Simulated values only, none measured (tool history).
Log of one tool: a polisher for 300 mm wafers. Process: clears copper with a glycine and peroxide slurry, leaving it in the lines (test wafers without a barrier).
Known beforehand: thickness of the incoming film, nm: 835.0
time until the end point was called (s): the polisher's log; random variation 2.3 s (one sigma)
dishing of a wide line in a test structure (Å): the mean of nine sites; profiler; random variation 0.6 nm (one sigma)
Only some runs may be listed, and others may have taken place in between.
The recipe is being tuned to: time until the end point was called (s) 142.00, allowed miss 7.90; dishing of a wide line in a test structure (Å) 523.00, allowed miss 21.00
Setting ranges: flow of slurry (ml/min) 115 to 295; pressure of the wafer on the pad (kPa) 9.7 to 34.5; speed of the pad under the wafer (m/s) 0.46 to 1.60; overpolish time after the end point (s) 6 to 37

run,hour,flow of slurry (ml/min),pressure of the wafer on the pad (kPa),speed of the pad under the wafer (m/s),overpolish time after the end point (s),time until the end point was called (s),dishing of a wide line in a test structure (Å)
1,0.0,190,22.1,1.02,19,119.44,859.03
2,6.6,190,21.4,1.02,18,120.95,781.44
3,8.1,190,17.9,1.02,18,140.54,693.67
4,12.7,190,17.9,0.82,18,171.51,620.66
5,20.3,190,17.9,0.84,17,170.20,595.44
6,22.1,190,17.9,0.86,16,160.13,566.96
7,24.6,190,17.9,0.86,16,164.78,574.50
8,27.7,190,17.9,0.86,15,164.98,542.24
9,29.9,205,21.4,0.90,11,136.68,482.08

Exactly one of the 4 candidate moves below puts every result within its allowed miss. Which one?
A,32.1,205,22.1,0.94,9,?,?
B,32.1,220,21.4,0.90,9,?,?
C,32.1,235,24.8,0.74,12,?,?
D,32.1,205,22.1,1.00,11,?,?

move,time until the end point was called (s),dishing of a wide line in a test structure (Å)
A,126.58,433.91
B,133.60,413.49
C,137.73,522.93
D,120.18,540.02
A: its largest miss is bigger than the last run's
B: its largest miss is bigger than the last run's
C: all results in spec
D: corrects the largest miss of the last run, while another result sits out of spec
C meets every target.

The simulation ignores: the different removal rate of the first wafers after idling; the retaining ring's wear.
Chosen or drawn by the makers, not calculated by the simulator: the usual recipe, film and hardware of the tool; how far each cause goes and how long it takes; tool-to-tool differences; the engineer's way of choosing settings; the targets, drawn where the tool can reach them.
